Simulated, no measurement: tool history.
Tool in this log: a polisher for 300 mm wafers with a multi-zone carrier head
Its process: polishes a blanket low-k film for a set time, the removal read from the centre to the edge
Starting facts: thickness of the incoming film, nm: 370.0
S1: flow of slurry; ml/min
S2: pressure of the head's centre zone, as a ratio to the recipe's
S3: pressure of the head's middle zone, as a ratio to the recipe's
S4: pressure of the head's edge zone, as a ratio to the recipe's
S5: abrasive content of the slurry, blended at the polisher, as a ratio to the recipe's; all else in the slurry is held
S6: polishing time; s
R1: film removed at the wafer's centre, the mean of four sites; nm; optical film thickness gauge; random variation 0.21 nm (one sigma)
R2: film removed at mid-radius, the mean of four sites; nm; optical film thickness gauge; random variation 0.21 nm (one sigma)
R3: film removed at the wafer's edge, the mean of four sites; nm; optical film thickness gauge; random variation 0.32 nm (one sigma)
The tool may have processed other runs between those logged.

run  hour   S1    S2    S3    S4    S5  S6      R1      R2      R3
  1   0.0  285  1.00  1.00  1.00  1.00  41  21.327  20.612  20.433
  2   4.9  290  1.02  1.03  1.04  1.10  41  22.414  22.309  21.601
  3   7.6  290  1.05  1.03  1.04  1.10  41  23.468  21.975  21.557
  4   8.5  295  1.06  1.05  1.07  1.20  41  23.932  22.825  22.285
  5  13.3  300  1.07  1.07  1.09  1.25  42  25.483  24.469  24.287
  6  16.6  315  1.08  1.09  1.10  1.30  42  25.746  25.135  24.485
  7  18.5  315  1.09  1.11  1.11  1.35  42  26.780  25.770  24.135

What does the tool deliver on the next run?
  8  21.8  320  1.09  1.11  1.13  1.40  42   ?   ?   ?

Run 8 came out at R1 26.766 nm, R2 25.982 nm, R3 25.088 nm.

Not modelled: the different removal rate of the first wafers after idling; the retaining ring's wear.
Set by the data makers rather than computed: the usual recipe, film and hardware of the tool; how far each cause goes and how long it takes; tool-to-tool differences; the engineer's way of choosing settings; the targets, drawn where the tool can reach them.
